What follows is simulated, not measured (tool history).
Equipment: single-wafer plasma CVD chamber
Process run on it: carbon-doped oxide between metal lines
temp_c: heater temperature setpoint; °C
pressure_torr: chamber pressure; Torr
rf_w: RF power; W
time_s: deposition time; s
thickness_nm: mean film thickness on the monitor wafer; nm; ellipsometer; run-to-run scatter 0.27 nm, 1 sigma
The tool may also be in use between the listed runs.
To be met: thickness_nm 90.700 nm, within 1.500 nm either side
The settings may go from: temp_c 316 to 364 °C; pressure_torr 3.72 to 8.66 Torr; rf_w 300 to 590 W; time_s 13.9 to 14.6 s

{"run": 1, "hour": 0.0, "temp_c": 340, "pressure_torr": 6.19, "rf_w": 445, "time_s": 14.6, "thickness_nm": 80.606}
{"run": 2, "hour": 2.9, "temp_c": 349, "pressure_torr": 6.19, "rf_w": 445, "time_s": 14.6, "thickness_nm": 79.127}
{"run": 3, "hour": 4.0, "temp_c": 356, "pressure_torr": 6.19, "rf_w": 445, "time_s": 14.6, "thickness_nm": 77.114}
{"run": 4, "hour": 7.8, "temp_c": 354, "pressure_torr": 6.35, "rf_w": 450, "time_s": 14.6, "thickness_nm": 78.243}
{"run": 5, "hour": 16.8, "temp_c": 354, "pressure_torr": 7.36, "rf_w": 450, "time_s": 14.6, "thickness_nm": 78.99}
{"run": 6, "hour": 22.6, "temp_c": 352, "pressure_torr": 7.43, "rf_w": 455, "time_s": 14.6, "thickness_nm": 79.92}
{"run": 7, "hour": 26.2, "temp_c": 350, "pressure_torr": 7.48, "rf_w": 460, "time_s": 14.6, "thickness_nm": 81.413}
{"run": 8, "hour": 30.9, "temp_c": 348, "pressure_torr": 7.55, "rf_w": 465, "time_s": 14.6, "thickness_nm": 82.533}

Of the 4 settings listed for the next run, only one would bring every result within its allowed miss of target. Which one?
{"run": "A", "hour": 35.6, "temp_c": 340, "pressure_torr": 7.76, "rf_w": 535, "time_s": 14.4, "thickness_nm": "?"}
{"run": "B", "hour": 35.6, "temp_c": 347, "pressure_torr": 8.49, "rf_w": 445, "time_s": 14.1, "thickness_nm": "?"}
{"run": "C", "hour": 35.6, "temp_c": 351, "pressure_torr": 7.22, "rf_w": 445, "time_s": 14.1, "thickness_nm": "?"}
{"run": "D", "hour": 35.6, "temp_c": 335, "pressure_torr": 7.71, "rf_w": 470, "time_s": 14.6, "thickness_nm": "?"}

move=A thickness_nm=90.841
move=B thickness_nm=77.831
move=C thickness_nm=76.299
move=D thickness_nm=85.948
A: every result lands within tolerance
B: the biggest miss grows against the last run
C: the biggest miss grows against the last run
D: gains on the last run, yet a result remains outside its allowed miss
Correct choice: A, which meets every target
